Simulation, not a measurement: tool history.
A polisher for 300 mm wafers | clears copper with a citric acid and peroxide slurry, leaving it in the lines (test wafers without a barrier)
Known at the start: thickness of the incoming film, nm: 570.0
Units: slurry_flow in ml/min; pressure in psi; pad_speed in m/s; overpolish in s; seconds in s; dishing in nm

Run 1, day 0: slurry_flow 275 ml/min, pressure 3.4 psi, pad_speed 1.38 m/s, slurry_solids 1, overpolish 14 s. Result: seconds 187.85 s, dishing 26.257 nm.
Run 2, day 0.183: slurry_flow 275 ml/min, pressure 3.4 psi, pad_speed 1.38 m/s, slurry_solids 1.1, overpolish 14 s. Result: seconds 185.55 s, dishing 26.84 nm.
Run 3, day 0.354: slurry_flow 275 ml/min, pressure 3.1 psi, pad_speed 1.38 m/s, slurry_solids 1.1, overpolish 14 s. Result: seconds 200.96 s, dishing 24.61 nm.
Run 4, day 0.467: slurry_flow 275 ml/min, pressure 2.9 psi, pad_speed 1.38 m/s, slurry_solids 1.1, overpolish 16 s. Result: seconds 211.76 s, dishing 26.969 nm.
Run 5, day 0.783: slurry_flow 215 ml/min, pressure 2.9 psi, pad_speed 1.38 m/s, slurry_solids 1.1, overpolish 16 s. Result: seconds 218 s, dishing 25.406 nm.
Run 6, day 0.954: slurry_flow 215 ml/min, pressure 2.9 psi, pad_speed 1.38 m/s, slurry_solids 0.9, overpolish 16 s. Result: seconds 231.06 s, dishing 24.904 nm.

The next listed run, before its measurement:
Run 7, day 1.179: slurry_flow 210 ml/min, pressure 2.8 psi, pad_speed 1.38 m/s, slurry_solids 0.9, overpolish 17 s. Result: seconds ?, dishing ?.

Run 7 gave seconds 239.04 s, dishing 26.096 nm.
